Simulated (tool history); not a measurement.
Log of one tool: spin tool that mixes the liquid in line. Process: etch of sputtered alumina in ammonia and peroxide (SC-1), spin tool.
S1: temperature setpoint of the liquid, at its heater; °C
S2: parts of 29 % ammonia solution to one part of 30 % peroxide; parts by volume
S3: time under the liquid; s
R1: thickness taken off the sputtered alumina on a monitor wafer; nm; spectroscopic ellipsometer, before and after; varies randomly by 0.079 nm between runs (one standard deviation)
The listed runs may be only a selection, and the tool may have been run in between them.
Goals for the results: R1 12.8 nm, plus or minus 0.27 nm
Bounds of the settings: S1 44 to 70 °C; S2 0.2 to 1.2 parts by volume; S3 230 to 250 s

{"run": 1, "day": 0.0, "S1": 60, "S2": 0.7, "S3": 230, "R1": 17.369}
{"run": 2, "day": 0.283, "S1": 58.5, "S2": 0.7, "S3": 230, "R1": 16.135}
{"run": 3, "day": 0.529, "S1": 61.5, "S2": 0.7, "S3": 230, "R1": 18.893}
{"run": 4, "day": 0.829, "S1": 59, "S2": 0.7, "S3": 230, "R1": 16.62}
{"run": 5, "day": 0.867, "S1": 57.5, "S2": 0.7, "S3": 230, "R1": 15.286}
{"run": 6, "day": 0.996, "S1": 56.5, "S2": 0.7, "S3": 230, "R1": 14.407}
{"run": 7, "day": 1.238, "S1": 56, "S2": 0.7, "S3": 230, "R1": 14.255}
{"run": 8, "day": 1.462, "S1": 55.5, "S2": 0.7, "S3": 230, "R1": 13.85}
{"run": 9, "day": 1.633, "S1": 55.5, "S2": 0.7, "S3": 230, "R1": 13.678}
{"run": 10, "day": 2.0, "S1": 55, "S2": 0.7, "S3": 230, "R1": 13.344}
{"run": 11, "day": 2.212, "S1": 54.5, "S2": 0.7, "S3": 230, "R1": 13.271}

Which one of the following 5 next-run settings gets every result inside its allowed miss? There is exactly one.
{"run": "A", "day": 2.425, "S1": 54.5, "S2": 0.75, "S3": 235, "R1": "?"}
{"run": "B", "day": 2.425, "S1": 53.5, "S2": 0.75, "S3": 250, "R1": "?"}
{"run": "C", "day": 2.425, "S1": 54, "S2": 0.8, "S3": 240, "R1": "?"}
{"run": "D", "day": 2.425, "S1": 54, "S2": 0.8, "S3": 230, "R1": "?"}
{"run": "E", "day": 2.425, "S1": 55.5, "S2": 0.5, "S3": 230, "R1": "?"}

move=A R1=13.422
move=B R1=13.535
move=C R1=13.429
move=D R1=12.869
move=E R1=13.33
A: lands further from the targets than the last run did
B: lands further from the targets than the last run did
C: lands further from the targets than the last run did
D: all results land within tolerance of their targets
E: lands further from the targets than the last run did
The right move is D.

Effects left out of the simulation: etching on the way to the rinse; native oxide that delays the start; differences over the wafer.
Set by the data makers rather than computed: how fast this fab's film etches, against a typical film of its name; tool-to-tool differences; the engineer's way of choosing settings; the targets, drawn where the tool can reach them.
